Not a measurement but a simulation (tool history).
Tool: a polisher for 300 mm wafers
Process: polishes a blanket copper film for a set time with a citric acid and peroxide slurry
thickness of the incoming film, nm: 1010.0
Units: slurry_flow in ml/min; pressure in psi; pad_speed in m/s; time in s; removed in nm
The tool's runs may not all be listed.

Run 1, hour 0.0: slurry_flow 285 ml/min, pressure 3.6 psi, pad_speed 1.26 m/s, slurry_solids 1.0, time 30 s. Result: removed 80.025 nm.
Run 2, hour 3.1: slurry_flow 285 ml/min, pressure 3.6 psi, pad_speed 1.56 m/s, slurry_solids 1.0, time 30 s. Result: removed 93.945 nm.
Run 3, hour 7.7: slurry_flow 285 ml/min, pressure 3.6 psi, pad_speed 1.56 m/s, slurry_solids 1.1, time 30 s. Result: removed 95.386 nm.
Run 4, hour 16.2: slurry_flow 250 ml/min, pressure 3.6 psi, pad_speed 1.56 m/s, slurry_solids 1.1, time 30 s. Result: removed 94.921 nm.
Run 5, hour 24.2: slurry_flow 250 ml/min, pressure 3.9 psi, pad_speed 1.56 m/s, slurry_solids 1.1, time 30 s. Result: removed 99.275 nm.
Run 6, hour 32.4: slurry_flow 250 ml/min, pressure 3.9 psi, pad_speed 1.56 m/s, slurry_solids 1.1, time 26 s. Result: removed 86.868 nm.
At hour 36.5: worn pad replaced by a new one.
Run 7, hour 36.5: slurry_flow 270 ml/min, pressure 4.9 psi, pad_speed 1.66 m/s, slurry_solids 1.1, time 26 s. Result: removed 112.660 nm.
Run 8, hour 38.1: slurry_flow 280 ml/min, pressure 5.1 psi, pad_speed 1.70 m/s, slurry_solids 1.1, time 26 s. Result: removed 119.910 nm.

Run 9 comes next. What will it give?
Run 9, hour 44.3: slurry_flow 290 ml/min, pressure 5.2 psi, pad_speed 1.74 m/s, slurry_solids 1.1, time 26 s. Result: removed ?.

removed: 125.860 nm
